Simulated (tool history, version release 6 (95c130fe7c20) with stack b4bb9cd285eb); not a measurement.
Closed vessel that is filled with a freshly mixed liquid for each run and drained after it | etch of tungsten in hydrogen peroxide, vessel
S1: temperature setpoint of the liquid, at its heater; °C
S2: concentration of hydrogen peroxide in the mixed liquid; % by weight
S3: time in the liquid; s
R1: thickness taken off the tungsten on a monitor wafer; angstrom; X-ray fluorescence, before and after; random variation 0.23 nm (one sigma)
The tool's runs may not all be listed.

run,day,S1,S2,S3,R1
1,0,54,17,30,355.33
2,0.342,56.5,17,30,411.93
3,0.629,61.5,17,30,552.3
4,1.004,62.5,17,30,587.12
5,1.225,62.5,19.5,30,630.4
6,1.588,62.5,17,30,586.14
7,1.904,63,17,30,605.03

The next listed run, before its measurement:
8,1.967,63.5,17,30,?

R1: 624.47 angstrom

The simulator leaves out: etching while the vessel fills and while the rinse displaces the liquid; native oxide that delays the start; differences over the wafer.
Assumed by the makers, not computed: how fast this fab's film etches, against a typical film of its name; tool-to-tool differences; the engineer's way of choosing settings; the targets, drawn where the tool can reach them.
